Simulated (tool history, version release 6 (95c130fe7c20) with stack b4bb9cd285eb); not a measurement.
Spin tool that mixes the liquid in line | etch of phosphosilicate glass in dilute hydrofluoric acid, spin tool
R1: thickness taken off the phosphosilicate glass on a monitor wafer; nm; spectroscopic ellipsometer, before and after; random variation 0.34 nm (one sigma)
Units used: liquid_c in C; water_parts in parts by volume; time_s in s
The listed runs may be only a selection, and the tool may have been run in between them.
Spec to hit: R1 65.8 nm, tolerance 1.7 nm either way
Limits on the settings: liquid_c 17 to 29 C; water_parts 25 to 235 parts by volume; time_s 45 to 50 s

Run 1, day 0: liquid_c 21 C, water_parts 130 parts by volume, time_s 45 s. Result: R1 30.838 nm.
Run 2, day 0.121: liquid_c 22 C, water_parts 120 parts by volume, time_s 45 s. Result: R1 35.069 nm.
Run 3, day 0.388: liquid_c 22 C, water_parts 120 parts by volume, time_s 50 s. Result: R1 38.967 nm.
Run 4, day 0.412: liquid_c 22 C, water_parts 165 parts by volume, time_s 50 s. Result: R1 27.037 nm.
Run 5, day 0.471: liquid_c 23 C, water_parts 155 parts by volume, time_s 50 s. Result: R1 30.299 nm.
Run 6, day 0.542: liquid_c 24 C, water_parts 145 parts by volume, time_s 50 s. Result: R1 33.947 nm.
Run 7, day 0.871: liquid_c 24.5 C, water_parts 135 parts by volume, time_s 50 s. Result: R1 37.638 nm.
Run 8, day 1.025: liquid_c 25 C, water_parts 125 parts by volume, time_s 50 s. Result: R1 41.827 nm.
Run 9, day 1.188: liquid_c 25.5 C, water_parts 120 parts by volume, time_s 50 s. Result: R1 44.526 nm.
Run 10, day 1.383: liquid_c 29 C, water_parts 85 parts by volume, time_s 50 s. Result: R1 75.906 nm.
Run 11, day 1.75: liquid_c 26 C, water_parts 85 parts by volume, time_s 50 s. Result: R1 67.62 nm.

Next run, 4 choices. One meets every target within its allowed miss, the rest don't. Which?
Run A, day 2.117: liquid_c 28 C, water_parts 80 parts by volume, time_s 45 s. Result: R1 ?.
Run B, day 2.117: liquid_c 27.5 C, water_parts 80 parts by volume, time_s 45 s. Result: R1 ?.
Run C, day 2.117: liquid_c 26 C, water_parts 80 parts by volume, time_s 45 s. Result: R1 ?.
Run D, day 2.117: liquid_c 28 C, water_parts 90 parts by volume, time_s 50 s. Result: R1 ?.

move      R1
   A  70.147
   B  68.795
   C   64.86
   D  68.329
A: the biggest miss grows against the last run
B: the biggest miss grows against the last run
C: all results in spec
D: the biggest miss grows against the last run
The move that meets every target is C.
